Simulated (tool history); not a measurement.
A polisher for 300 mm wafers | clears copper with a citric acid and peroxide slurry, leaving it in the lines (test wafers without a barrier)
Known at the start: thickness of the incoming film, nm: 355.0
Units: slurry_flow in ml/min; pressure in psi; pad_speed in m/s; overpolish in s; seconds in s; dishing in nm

{"run": 1, "hour": 0.0, "slurry_flow": 165, "pressure": 3.5, "pad_speed": 0.84, "slurry_solids": 1.0, "overpolish": 25, "seconds": 183.94, "dishing": 24.203}
{"run": 2, "hour": 5.4, "slurry_flow": 165, "pressure": 3.1, "pad_speed": 0.84, "slurry_solids": 1.0, "overpolish": 25, "seconds": 212.84, "dishing": 22.283}
{"run": 3, "hour": 10.7, "slurry_flow": 145, "pressure": 3.1, "pad_speed": 0.84, "slurry_solids": 1.0, "overpolish": 25, "seconds": 216.35, "dishing": 22.159}
{"run": 4, "hour": 14.0, "slurry_flow": 145, "pressure": 3.4, "pad_speed": 0.84, "slurry_solids": 1.0, "overpolish": 26, "seconds": 194.42, "dishing": 23.766}
{"run": 5, "hour": 21.8, "slurry_flow": 145, "pressure": 3.4, "pad_speed": 0.68, "slurry_solids": 1.0, "overpolish": 26, "seconds": 232.94, "dishing": 21.177}
{"run": 6, "hour": 27.1, "slurry_flow": 145, "pressure": 3.4, "pad_speed": 0.68, "slurry_solids": 1.2, "overpolish": 26, "seconds": 221.78, "dishing": 22.034}
{"run": 7, "hour": 30.4, "slurry_flow": 145, "pressure": 3.7, "pad_speed": 0.68, "slurry_solids": 1.2, "overpolish": 27, "seconds": 194.19, "dishing": 24.244}
{"run": 8, "hour": 36.5, "slurry_flow": 145, "pressure": 3.9, "pad_speed": 0.68, "slurry_solids": 1.2, "overpolish": 28, "seconds": 189.77, "dishing": 26.402}
{"run": 9, "hour": 39.4, "slurry_flow": 150, "pressure": 4.1, "pad_speed": 0.68, "slurry_solids": 1.2, "overpolish": 28, "seconds": 178.77, "dishing": 27.158}
{"run": 10, "hour": 42.0, "slurry_flow": 150, "pressure": 4.3, "pad_speed": 0.7, "slurry_solids": 1.2, "overpolish": 28, "seconds": 170.26, "dishing": 28.73}
{"run": 11, "hour": 49.2, "slurry_flow": 150, "pressure": 4.5, "pad_speed": 0.72, "slurry_solids": 1.2, "overpolish": 28, "seconds": 156.84, "dishing": 29.526}
{"run": 12, "hour": 53.7, "slurry_flow": 155, "pressure": 4.6, "pad_speed": 0.74, "slurry_solids": 1.2, "overpolish": 28, "seconds": 152.77, "dishing": 30.525}
{"run": 13, "hour": 62.0, "slurry_flow": 155, "pressure": 4.7, "pad_speed": 0.76, "slurry_solids": 1.2, "overpolish": 28, "seconds": 140.82, "dishing": 31.029}
{"run": 14, "hour": 70.0, "slurry_flow": 155, "pressure": 4.8, "pad_speed": 0.76, "slurry_solids": 1.2, "overpolish": 28, "seconds": 140.23, "dishing": 31.783}
{"run": 15, "hour": 71.3, "slurry_flow": 155, "pressure": 4.9, "pad_speed": 0.78, "slurry_solids": 1.2, "overpolish": 28, "seconds": 134.15, "dishing": 32.421}
{"run": 16, "hour": 74.3, "slurry_flow": 155, "pressure": 5.0, "pad_speed": 0.78, "slurry_solids": 1.2, "overpolish": 28, "seconds": 137.02, "dishing": 33.128}

Forecast run 17:
{"run": 17, "hour": 78.2, "slurry_flow": 160, "pressure": 5.1, "pad_speed": 0.8, "slurry_solids": 1.2, "overpolish": 28, "seconds": "?", "dishing": "?"}

Run 17 gave seconds 124.96 s, dishing 34.046 nm.
